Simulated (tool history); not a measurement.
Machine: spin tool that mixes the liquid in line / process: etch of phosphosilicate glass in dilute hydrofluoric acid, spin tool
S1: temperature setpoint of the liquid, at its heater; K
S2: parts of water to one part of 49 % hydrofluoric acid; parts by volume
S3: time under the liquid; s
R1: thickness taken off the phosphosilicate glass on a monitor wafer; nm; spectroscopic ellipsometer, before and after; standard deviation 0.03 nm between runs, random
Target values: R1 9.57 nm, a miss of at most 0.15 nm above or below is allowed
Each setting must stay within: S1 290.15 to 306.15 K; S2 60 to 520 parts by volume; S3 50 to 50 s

run 1 hour=0 | S1=298.15 S2=290 S3=50 | R1=23.944
run 2 hour=3.3 | S1=296.65 S2=315 S3=50 | R1=20.533
run 3 hour=11 | S1=299.15 S2=315 S3=50 | R1=22.342
run 4 hour=12.4 | S1=297.65 S2=315 S3=50 | R1=21.085
run 5 hour=17.6 | S1=297.65 S2=315 S3=50 | R1=21.185
run 6 hour=25 | S1=296.65 S2=335 S3=50 | R1=18.906
run 7 hour=32.2 | S1=295.65 S2=355 S3=50 | R1=16.943
run 8 hour=36 | S1=294.65 S2=370 S3=50 | R1=15.522
run 9 hour=42.5 | S1=294.15 S2=385 S3=50 | R1=14.455
run 10 hour=44.2 | S1=293.65 S2=400 S3=50 | R1=13.482
run 11 hour=50.1 | S1=293.15 S2=410 S3=50 | R1=12.891
run 12 hour=54.6 | S1=292.65 S2=420 S3=50 | R1=12.26
run 13 hour=63.3 | S1=292.15 S2=430 S3=50 | R1=11.66
run 14 hour=65.9 | S1=291.65 S2=435 S3=50 | R1=11.288
run 15 hour=71.3 | S1=291.65 S2=440 S3=50 | R1=11.121
run 16 hour=72.8 | S1=290.15 S2=465 S3=50 | R1=9.7935

Pick the move, out of 5, that brings all results within their allowed miss; only one does.
run A hour=74.3 | S1=291.65 S2=475 S3=50 | R1=?
run B hour=74.3 | S1=291.15 S2=465 S3=50 | R1=?
run C hour=74.3 | S1=290.15 S2=475 S3=50 | R1=?
run D hour=74.3 | S1=290.15 S2=460 S3=50 | R1=?
run E hour=74.3 | S1=290.15 S2=455 S3=50 | R1=?

move=A R1=10.008
move=B R1=10.118
move=C R1=9.494
move=D R1=9.907
move=E R1=10.051
A: lands further from the targets than the last run did
B: lands further from the targets than the last run did
C: each result inside its tolerance
D: lands further from the targets than the last run did
E: lands further from the targets than the last run did
Answer: C
